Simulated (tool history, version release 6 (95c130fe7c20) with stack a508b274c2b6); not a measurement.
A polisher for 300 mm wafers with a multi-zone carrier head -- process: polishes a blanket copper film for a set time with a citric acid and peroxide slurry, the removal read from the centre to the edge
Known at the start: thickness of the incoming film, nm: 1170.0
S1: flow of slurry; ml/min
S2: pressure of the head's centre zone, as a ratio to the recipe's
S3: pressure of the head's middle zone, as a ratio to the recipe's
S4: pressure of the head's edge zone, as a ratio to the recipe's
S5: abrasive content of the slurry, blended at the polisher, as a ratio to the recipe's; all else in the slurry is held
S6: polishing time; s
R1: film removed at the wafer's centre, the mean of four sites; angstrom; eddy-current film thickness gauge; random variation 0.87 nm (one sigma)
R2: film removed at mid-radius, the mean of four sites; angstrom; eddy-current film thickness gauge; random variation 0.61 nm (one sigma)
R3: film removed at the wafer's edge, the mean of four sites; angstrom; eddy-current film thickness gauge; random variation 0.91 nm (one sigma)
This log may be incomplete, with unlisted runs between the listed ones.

Run 1, hour 0.0: S1 285 ml/min, S2 1.00, S3 1.00, S4 1.00, S5 1.00, S6 33 s. Result: R1 990.88 angstrom, R2 939.91 angstrom, R3 914.09 angstrom.
Run 2, hour 3.0: S1 285 ml/min, S2 1.00, S3 1.00, S4 1.00, S5 1.15, S6 33 s. Result: R1 984.53 angstrom, R2 954.63 angstrom, R3 963.83 angstrom.
Run 3, hour 6.5: S1 285 ml/min, S2 1.00, S3 1.00, S4 1.07, S5 1.15, S6 33 s. Result: R1 972.25 angstrom, R2 958.59 angstrom, R3 981.30 angstrom.
Run 4, hour 9.6: S1 280 ml/min, S2 0.97, S3 1.00, S4 1.06, S5 1.05, S6 33 s. Result: R1 935.13 angstrom, R2 955.46 angstrom, R3 962.73 angstrom.
Run 5, hour 11.0: S1 225 ml/min, S2 0.97, S3 1.00, S4 1.06, S5 1.05, S6 33 s. Result: R1 907.53 angstrom, R2 922.64 angstrom, R3 937.46 angstrom.
Run 6, hour 11.9: S1 225 ml/min, S2 0.97, S3 0.95, S4 1.06, S5 1.05, S6 33 s. Result: R1 916.44 angstrom, R2 887.88 angstrom, R3 926.16 angstrom.
Run 7, hour 19.6: S1 225 ml/min, S2 0.97, S3 0.95, S4 1.06, S5 1.05, S6 33 s. Result: R1 903.43 angstrom, R2 898.35 angstrom, R3 933.34 angstrom.
Run 8, hour 23.2: S1 220 ml/min, S2 0.95, S3 0.95, S4 1.04, S5 0.95, S6 33 s. Result: R1 878.67 angstrom, R2 876.76 angstrom, R3 901.08 angstrom.
Run 9, hour 31.9: S1 220 ml/min, S2 0.95, S3 0.95, S4 1.04, S5 0.95, S6 33 s. Result: R1 887.70 angstrom, R2 877.09 angstrom, R3 925.97 angstrom.

Expected results for the next run?
Run 10, hour 33.8: S1 220 ml/min, S2 0.95, S3 0.98, S4 1.03, S5 0.90, S6 32 s. Result: R1 ?, R2 ?, R3 ?.

{"run 10": {"R1": 858.33, "R2": 866.94, "R3": 885.2}}
